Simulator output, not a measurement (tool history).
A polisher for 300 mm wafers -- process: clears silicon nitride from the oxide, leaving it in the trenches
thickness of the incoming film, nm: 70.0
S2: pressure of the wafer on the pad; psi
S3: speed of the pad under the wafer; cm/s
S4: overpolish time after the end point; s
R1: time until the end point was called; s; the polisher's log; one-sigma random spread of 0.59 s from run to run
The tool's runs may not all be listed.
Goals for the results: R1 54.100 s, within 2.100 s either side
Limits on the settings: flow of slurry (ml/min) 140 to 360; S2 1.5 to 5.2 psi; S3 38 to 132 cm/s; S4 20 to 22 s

run 1 hour=0.0 | flow_of_slurry_(ml/min)=230 S2=3.3 S3=84 S4=20 | R1=95.677
run 2 hour=4.4 | flow_of_slurry_(ml/min)=230 S2=3.8 S3=84 S4=20 | R1=83.425
run 3 hour=10.1 | flow_of_slurry_(ml/min)=270 S2=3.8 S3=84 S4=20 | R1=81.667
run 4 hour=16.6 | flow_of_slurry_(ml/min)=270 S2=3.8 S3=100 S4=20 | R1=70.031
run 5 hour=17.3 | flow_of_slurry_(ml/min)=270 S2=4.0 S3=100 S4=20 | R1=65.872
run 6 hour=23.6 | flow_of_slurry_(ml/min)=270 S2=4.0 S3=100 S4=20 | R1=65.694
run 7 hour=27.0 | flow_of_slurry_(ml/min)=270 S2=4.2 S3=100 S4=20 | R1=62.780
run 8 hour=32.6 | flow_of_slurry_(ml/min)=270 S2=4.3 S3=100 S4=20 | R1=59.767
run 9 hour=38.9 | flow_of_slurry_(ml/min)=270 S2=4.4 S3=100 S4=20 | R1=60.173
run 10 hour=44.0 | flow_of_slurry_(ml/min)=270 S2=4.5 S3=100 S4=20 | R1=57.852
run 11 hour=52.6 | flow_of_slurry_(ml/min)=270 S2=4.6 S3=100 S4=20 | R1=56.260

Pick the move, out of 4, that brings all results within their allowed miss; only one does.
run A hour=61.2 | flow_of_slurry_(ml/min)=195 S2=4.4 S3=106 S4=20 | R1=?
run B hour=61.2 | flow_of_slurry_(ml/min)=245 S2=4.2 S3=102 S4=20 | R1=?
run C hour=61.2 | flow_of_slurry_(ml/min)=290 S2=4.6 S3=102 S4=20 | R1=?
run D hour=61.2 | flow_of_slurry_(ml/min)=305 S2=4.5 S3=94 S4=22 | R1=?

move=A R1=60.277
move=B R1=62.406
move=C R1=55.488
move=D R1=60.926
A: the biggest miss grows against the last run
B: the biggest miss grows against the last run
C: all results in spec
D: the biggest miss grows against the last run
Move C is the one to make.

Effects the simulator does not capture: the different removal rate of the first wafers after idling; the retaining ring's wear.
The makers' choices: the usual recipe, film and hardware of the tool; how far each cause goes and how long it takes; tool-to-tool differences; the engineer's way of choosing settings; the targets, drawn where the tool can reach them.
